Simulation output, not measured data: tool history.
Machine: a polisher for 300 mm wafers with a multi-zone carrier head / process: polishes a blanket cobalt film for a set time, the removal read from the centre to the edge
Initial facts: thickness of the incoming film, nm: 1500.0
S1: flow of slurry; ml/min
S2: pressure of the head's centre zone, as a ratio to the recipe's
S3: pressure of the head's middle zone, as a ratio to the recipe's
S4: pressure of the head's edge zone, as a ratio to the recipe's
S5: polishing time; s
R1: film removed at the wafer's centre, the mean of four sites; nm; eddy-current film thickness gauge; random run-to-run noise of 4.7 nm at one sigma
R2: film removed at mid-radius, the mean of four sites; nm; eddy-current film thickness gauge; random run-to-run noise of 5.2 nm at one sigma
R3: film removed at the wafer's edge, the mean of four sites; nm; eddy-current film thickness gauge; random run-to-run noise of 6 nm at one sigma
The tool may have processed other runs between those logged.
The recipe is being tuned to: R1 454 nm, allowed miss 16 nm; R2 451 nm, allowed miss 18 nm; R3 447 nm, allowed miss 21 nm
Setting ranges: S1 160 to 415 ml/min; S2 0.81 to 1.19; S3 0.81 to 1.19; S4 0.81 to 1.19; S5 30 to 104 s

run 1 hour=0 | S1=265 S2=1 S3=1 S4=1 S5=67 | R1=281 R2=298.17 R3=304.71
run 2 hour=1.4 | S1=265 S2=0.96 S3=1 S4=1 S5=67 | R1=271.47 R2=308.35 R3=310.57
run 3 hour=6.6 | S1=265 S2=0.96 S3=1 S4=0.93 S5=67 | R1=265.24 R2=303.73 R3=305.15
run 4 hour=11.1 | S1=265 S2=0.9 S3=1 S4=0.93 S5=67 | R1=255.51 R2=305.24 R3=299.7
-- hour=14.7 centre zone pressure recalibrated
run 5 hour=14.7 | S1=265 S2=0.9 S3=1 S4=0.87 S5=67 | R1=270.57 R2=302.48 R3=295.16
run 6 hour=22.5 | S1=325 S2=0.9 S3=1 S4=0.87 S5=67 | R1=281.71 R2=315.91 R3=291.74
run 7 hour=23.1 | S1=315 S2=0.94 S3=1 S4=0.88 S5=73 | R1=315.42 R2=332.94 R3=321.93
run 8 hour=26.4 | S1=310 S2=0.97 S3=1.02 S4=0.9 S5=78 | R1=349.93 R2=363.61 R3=343.68

Exactly one of the 4 candidate moves below puts every result within its allowed miss. Which one?
run A hour=29.7 | S1=295 S2=1.18 S3=0.83 S4=0.9 S5=99 | R1=? R2=? R3=?
run B hour=29.7 | S1=380 S2=1.05 S3=1.14 S4=0.89 S5=91 | R1=? R2=? R3=?
run C hour=29.7 | S1=235 S2=0.97 S3=0.97 S4=0.87 S5=104 | R1=? R2=? R3=?
run D hour=29.7 | S1=205 S2=0.95 S3=0.96 S4=0.89 S5=69 | R1=? R2=? R3=?

move=A R1=539.19 R2=391.36 R3=436.78
move=B R1=453.17 R2=481.1 R3=404.99
move=C R1=451.32 R2=455.62 R3=441.63
move=D R1=286.52 R2=293.58 R3=291.58
A: moves the result that the last run missed by most past its target, out the other side
B: corrects the largest miss of the last run, while another result sits out of spec
C: in spec on every target
D: the biggest miss grows against the last run
Correct choice: C, which meets every target

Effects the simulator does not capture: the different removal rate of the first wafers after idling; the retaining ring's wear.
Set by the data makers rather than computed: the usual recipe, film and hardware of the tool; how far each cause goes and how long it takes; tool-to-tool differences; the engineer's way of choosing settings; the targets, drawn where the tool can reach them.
